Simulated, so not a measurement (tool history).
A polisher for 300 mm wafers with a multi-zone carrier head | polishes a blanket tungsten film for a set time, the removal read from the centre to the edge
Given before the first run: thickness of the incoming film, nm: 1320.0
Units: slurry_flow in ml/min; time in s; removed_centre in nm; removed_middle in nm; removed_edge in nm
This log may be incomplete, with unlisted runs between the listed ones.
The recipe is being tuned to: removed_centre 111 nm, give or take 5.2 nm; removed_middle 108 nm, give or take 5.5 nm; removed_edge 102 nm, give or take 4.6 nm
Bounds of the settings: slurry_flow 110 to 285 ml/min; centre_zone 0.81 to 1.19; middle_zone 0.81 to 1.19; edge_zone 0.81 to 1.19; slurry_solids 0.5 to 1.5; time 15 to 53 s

{"run": 1, "hour": 0.0, "slurry_flow": 180, "centre_zone": 1, "middle_zone": 1, "edge_zone": 1, "slurry_solids": 1, "time": 34, "removed_centre": 136.6, "removed_middle": 134.49, "removed_edge": 129.87}
{"run": 2, "hour": 6.8, "slurry_flow": 180, "centre_zone": 1, "middle_zone": 0.99, "edge_zone": 0.98, "slurry_solids": 0.9, "time": 33, "removed_centre": 127.03, "removed_middle": 125.11, "removed_edge": 128.8}
{"run": 3, "hour": 10.6, "slurry_flow": 180, "centre_zone": 1, "middle_zone": 0.99, "edge_zone": 0.98, "slurry_solids": 1, "time": 33, "removed_centre": 133.04, "removed_middle": 127.02, "removed_edge": 126.73}
{"run": 4, "hour": 18.4, "slurry_flow": 180, "centre_zone": 1, "middle_zone": 0.99, "edge_zone": 0.94, "slurry_solids": 1, "time": 33, "removed_centre": 129.81, "removed_middle": 126.93, "removed_edge": 128.59}
{"run": 5, "hour": 21.1, "slurry_flow": 180, "centre_zone": 1.01, "middle_zone": 1.01, "edge_zone": 0.95, "slurry_solids": 1, "time": 31, "removed_centre": 122.74, "removed_middle": 126, "removed_edge": 118.91}
{"run": 6, "hour": 21.9, "slurry_flow": 175, "centre_zone": 1.03, "middle_zone": 1.01, "edge_zone": 0.95, "slurry_solids": 1, "time": 30, "removed_centre": 120.11, "removed_middle": 117.94, "removed_edge": 118.46}
{"run": 7, "hour": 23.8, "slurry_flow": 175, "centre_zone": 1.03, "middle_zone": 1.01, "edge_zone": 0.95, "slurry_solids": 1, "time": 30, "removed_centre": 122.43, "removed_middle": 119.68, "removed_edge": 113.29}
{"run": 8, "hour": 31.7, "slurry_flow": 175, "centre_zone": 1.03, "middle_zone": 1.01, "edge_zone": 0.95, "slurry_solids": 1, "time": 30, "removed_centre": 119.42, "removed_middle": 115.36, "removed_edge": 116.87}
{"run": 9, "hour": 36.0, "slurry_flow": 175, "centre_zone": 1.04, "middle_zone": 1.02, "edge_zone": 0.96, "slurry_solids": 1.05, "time": 29, "removed_centre": 117.17, "removed_middle": 114.6, "removed_edge": 114.67}
{"run": 10, "hour": 42.8, "slurry_flow": 180, "centre_zone": 1.06, "middle_zone": 1.03, "edge_zone": 0.93, "slurry_solids": 1, "time": 28, "removed_centre": 116.43, "removed_middle": 111.38, "removed_edge": 109.25}

Consider the 4 candidate settings below. Which is the only one whose results all fall within their allowed miss of target?
{"run": "A", "hour": 49.6, "slurry_flow": 170, "centre_zone": 1.01, "middle_zone": 0.98, "edge_zone": 1.01, "slurry_solids": 1.1, "time": 29, "removed_centre": "?", "removed_middle": "?", "removed_edge": "?"}
{"run": "B", "hour": 49.6, "slurry_flow": 230, "centre_zone": 1.17, "middle_zone": 1.14, "edge_zone": 0.88, "slurry_solids": 1.05, "time": 26, "removed_centre": "?", "removed_middle": "?", "removed_edge": "?"}
{"run": "C", "hour": 49.6, "slurry_flow": 150, "centre_zone": 1.03, "middle_zone": 0.94, "edge_zone": 1.04, "slurry_solids": 0.75, "time": 32, "removed_centre": "?", "removed_middle": "?", "removed_edge": "?"}
{"run": "D", "hour": 49.6, "slurry_flow": 190, "centre_zone": 1.09, "middle_zone": 1.07, "edge_zone": 1, "slurry_solids": 0.8, "time": 27, "removed_centre": "?", "removed_middle": "?", "removed_edge": "?"}

move=A removed_centre=115.82 removed_middle=109.65 removed_edge=117.46
move=B removed_centre=122.08 removed_middle=113.87 removed_edge=100.98
move=C removed_centre=115.93 removed_middle=105.26 removed_edge=118.73
move=D removed_centre=109.21 removed_middle=103.34 removed_edge=102.77
A: further off than the last run
B: the furthest-off result lands on target, but another misses its tolerance
C: further off than the last run
D: hits every target within its allowed miss
The right move is D.
